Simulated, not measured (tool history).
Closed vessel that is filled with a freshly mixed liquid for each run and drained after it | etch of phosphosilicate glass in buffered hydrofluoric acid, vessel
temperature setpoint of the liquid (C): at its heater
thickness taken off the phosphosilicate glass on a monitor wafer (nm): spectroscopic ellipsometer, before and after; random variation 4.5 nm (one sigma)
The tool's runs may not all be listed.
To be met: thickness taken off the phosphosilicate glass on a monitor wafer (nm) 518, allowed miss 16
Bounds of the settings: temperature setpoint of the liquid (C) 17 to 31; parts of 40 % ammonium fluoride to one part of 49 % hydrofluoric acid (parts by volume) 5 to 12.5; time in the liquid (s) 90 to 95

| run | hour | temperature setpoint of the liquid (C) | parts of 40 % ammonium fluoride to one part of 49 % hydrofluoric acid (parts by volume) | time in the liquid (s) | thickness taken off the phosphosilicate glass on a monitor wafer (nm) |
|---|---|---|---|---|---|
| 1 | 0 | 23 | 7.5 | 90 | 585.54 |
| 2 | 5.6 | 22.5 | 7.5 | 90 | 581.5 |
| 3 | 13.6 | 22.5 | 7.5 | 90 | 579.49 |
| 4 | 21.2 | 22.5 | 7.5 | 95 | 604.67 |
| 5 | 25.9 | 22.5 | 6.5 | 95 | 691.89 |
| 6 | 31.6 | 22.5 | 6.5 | 95 | 700.15 |
| 7 | 34.3 | 21.5 | 6.5 | 95 | 656.05 |
| 8 | 35.5 | 21 | 6.5 | 95 | 645.34 |
| 9 | 40.9 | 20.5 | 6.5 | 95 | 622.14 |
| 10 | 44.1 | 20 | 6.5 | 95 | 612.08 |

5 next moves are on the table. One of them brings every result within its allowed miss. Which?
| A | 47.3 | 19.5 | 6.5 | 90 | ? |
| B | 47.3 | 17.5 | 6 | 95 | ? |
| C | 47.3 | 17 | 6 | 90 | ? |
| D | 47.3 | 19 | 7.5 | 90 | ? |
| E | 47.3 | 17 | 5.5 | 90 | ? |

| move | thickness taken off the phosphosilicate glass on a monitor wafer (nm) |
|---|---|
| A | 561.64 |
| B | 566.72 |
| C | 521.62 |
| D | 475.04 |
| E | 561.65 |
A: nearer than the last run, and not there yet
B: nearer than the last run, and not there yet
C: meets every target
D: takes the result that was furthest off past its target
E: nearer than the last run, and not there yet
The right move is C.
